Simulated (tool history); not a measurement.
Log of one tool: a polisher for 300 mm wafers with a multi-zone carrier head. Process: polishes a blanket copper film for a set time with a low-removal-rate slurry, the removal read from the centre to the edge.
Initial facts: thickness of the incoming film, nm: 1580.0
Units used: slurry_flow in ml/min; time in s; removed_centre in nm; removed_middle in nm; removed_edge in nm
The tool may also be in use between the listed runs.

{"run": 1, "hour": 0.0, "slurry_flow": 175, "centre_zone": 1, "middle_zone": 1, "edge_zone": 1, "slurry_solids": 1, "time": 74, "removed_centre": 255.41, "removed_middle": 259.88, "removed_edge": 261.7}
{"run": 2, "hour": 3.0, "slurry_flow": 210, "centre_zone": 1, "middle_zone": 1, "edge_zone": 1, "slurry_solids": 1, "time": 74, "removed_centre": 265.74, "removed_middle": 262.29, "removed_edge": 270.49}
{"run": 3, "hour": 4.6, "slurry_flow": 210, "centre_zone": 1, "middle_zone": 1, "edge_zone": 1, "slurry_solids": 1, "time": 85, "removed_centre": 313.22, "removed_middle": 307.88, "removed_edge": 309.21}
{"run": 4, "hour": 7.9, "slurry_flow": 215, "centre_zone": 1.01, "middle_zone": 1.01, "edge_zone": 1.03, "slurry_solids": 1.1, "time": 86, "removed_centre": 326.76, "removed_middle": 325.71, "removed_edge": 319.38}
{"run": 5, "hour": 12.2, "slurry_flow": 180, "centre_zone": 1.01, "middle_zone": 1.01, "edge_zone": 1.03, "slurry_solids": 1.1, "time": 86, "removed_centre": 312.49, "removed_middle": 308.64, "removed_edge": 321.95}
{"run": 6, "hour": 19.7, "slurry_flow": 180, "centre_zone": 0.95, "middle_zone": 1.01, "edge_zone": 1.03, "slurry_solids": 1.1, "time": 86, "removed_centre": 296.35, "removed_middle": 304.46, "removed_edge": 315.18}
{"run": 7, "hour": 23.0, "slurry_flow": 180, "centre_zone": 0.98, "middle_zone": 1.02, "edge_zone": 1.05, "slurry_solids": 1.2, "time": 87, "removed_centre": 312.86, "removed_middle": 324.27, "removed_edge": 334.04}

Run 8 is up next; what results do you expect?
{"run": 8, "hour": 26.2, "slurry_flow": 185, "centre_zone": 1.01, "middle_zone": 1.02, "edge_zone": 1.06, "slurry_solids": 1.25, "time": 87, "removed_centre": "?", "removed_middle": "?", "removed_edge": "?"}

{"run 8": {"removed_centre": 332.66, "removed_middle": 334.17, "removed_edge": 333.48}}
